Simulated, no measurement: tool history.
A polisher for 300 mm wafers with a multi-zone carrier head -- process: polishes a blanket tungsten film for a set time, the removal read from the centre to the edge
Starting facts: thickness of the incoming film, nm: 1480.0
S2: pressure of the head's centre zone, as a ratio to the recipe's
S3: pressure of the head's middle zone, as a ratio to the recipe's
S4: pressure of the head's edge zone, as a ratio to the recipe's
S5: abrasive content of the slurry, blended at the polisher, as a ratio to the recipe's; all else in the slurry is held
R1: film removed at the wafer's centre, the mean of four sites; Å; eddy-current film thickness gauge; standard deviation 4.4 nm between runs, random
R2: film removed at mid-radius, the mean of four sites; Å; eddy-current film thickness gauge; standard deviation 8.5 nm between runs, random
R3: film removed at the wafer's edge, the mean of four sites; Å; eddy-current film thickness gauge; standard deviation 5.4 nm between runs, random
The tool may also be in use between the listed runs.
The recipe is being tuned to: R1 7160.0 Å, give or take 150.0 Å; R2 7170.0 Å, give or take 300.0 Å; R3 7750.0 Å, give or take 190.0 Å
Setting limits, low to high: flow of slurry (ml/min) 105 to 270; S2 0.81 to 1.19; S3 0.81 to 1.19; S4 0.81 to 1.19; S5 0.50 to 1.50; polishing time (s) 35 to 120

run 1 hour=0.0 | flow_of_slurry_(ml/min)=175 S2=1.00 S3=1.00 S4=1.00 S5=1.00 polishing_time_(s)=77 | R1=6310.3 R2=6013.4 R3=6142.8
run 2 hour=1.5 | flow_of_slurry_(ml/min)=155 S2=1.00 S3=1.00 S4=1.00 S5=1.00 polishing_time_(s)=77 | R1=6233.9 R2=5785.8 R3=5938.9
run 3 hour=2.8 | flow_of_slurry_(ml/min)=155 S2=1.00 S3=1.00 S4=1.00 S5=1.00 polishing_time_(s)=62 | R1=5004.2 R2=4685.7 R3=4820.2
run 4 hour=10.1 | flow_of_slurry_(ml/min)=165 S2=1.00 S3=1.00 S4=1.02 S5=1.05 polishing_time_(s)=63 | R1=5206.3 R2=5014.4 R3=5054.5
run 5 hour=15.0 | flow_of_slurry_(ml/min)=165 S2=0.93 S3=1.00 S4=1.02 S5=1.05 polishing_time_(s)=63 | R1=4858.9 R2=4930.3 R3=5095.4
run 6 hour=22.7 | flow_of_slurry_(ml/min)=165 S2=0.93 S3=1.00 S4=1.02 S5=0.95 polishing_time_(s)=63 | R1=4775.8 R2=4811.4 R3=4913.0
run 7 hour=25.5 | flow_of_slurry_(ml/min)=175 S2=0.94 S3=1.00 S4=1.04 S5=1.00 polishing_time_(s)=64 | R1=5020.2 R2=4954.9 R3=5100.4
run 8 hour=27.6 | flow_of_slurry_(ml/min)=155 S2=0.92 S3=1.03 S4=1.14 S5=1.25 polishing_time_(s)=86 | R1=6663.1 R2=7255.0 R3=7381.7
run 9 hour=36.6 | flow_of_slurry_(ml/min)=160 S2=0.92 S3=1.02 S4=1.14 S5=1.25 polishing_time_(s)=86 | R1=6783.6 R2=7142.2 R3=7480.8
run 10 hour=37.3 | flow_of_slurry_(ml/min)=165 S2=0.92 S3=1.02 S4=1.14 S5=1.25 polishing_time_(s)=86 | R1=6841.8 R2=7012.7 R3=7495.7
run 11 hour=41.0 | flow_of_slurry_(ml/min)=180 S2=0.92 S3=1.03 S4=1.15 S5=1.25 polishing_time_(s)=86 | R1=6970.8 R2=7403.3 R3=7597.0
run 12 hour=43.9 | flow_of_slurry_(ml/min)=185 S2=0.92 S3=1.01 S4=1.16 S5=1.25 polishing_time_(s)=86 | R1=6997.7 R2=7259.6 R3=7631.4
run 13 hour=50.6 | flow_of_slurry_(ml/min)=190 S2=0.92 S3=0.99 S4=1.17 S5=1.25 polishing_time_(s)=86 | R1=7004.6 R2=7140.2 R3=7698.1

Consider the 4 candidate settings below. Which is the only one whose results all fall within their allowed miss of target?
run A hour=57.3 | flow_of_slurry_(ml/min)=160 S2=0.94 S3=0.99 S4=1.18 S5=1.35 polishing_time_(s)=87 | R1=? R2=? R3=?
run B hour=57.3 | flow_of_slurry_(ml/min)=165 S2=0.90 S3=0.99 S4=1.19 S5=1.25 polishing_time_(s)=88 | R1=? R2=? R3=?
run C hour=57.3 | flow_of_slurry_(ml/min)=180 S2=0.90 S3=0.97 S4=1.19 S5=1.20 polishing_time_(s)=86 | R1=? R2=? R3=?
run D hour=57.3 | flow_of_slurry_(ml/min)=230 S2=0.89 S3=1.05 S4=1.19 S5=1.35 polishing_time_(s)=84 | R1=? R2=? R3=?

move=A R1=7143.4 R2=6926.1 R3=7822.6
move=B R1=6826.6 R2=6911.3 R3=7818.1
move=C R1=6708.6 R2=6666.0 R3=7644.3
move=D R1=6932.9 R2=7416.8 R3=7875.7
A: all results in spec
B: misses by more than the last run did
C: misses by more than the last run did
D: misses by more than the last run did
So the answer is move A, the one that meets all the targets.

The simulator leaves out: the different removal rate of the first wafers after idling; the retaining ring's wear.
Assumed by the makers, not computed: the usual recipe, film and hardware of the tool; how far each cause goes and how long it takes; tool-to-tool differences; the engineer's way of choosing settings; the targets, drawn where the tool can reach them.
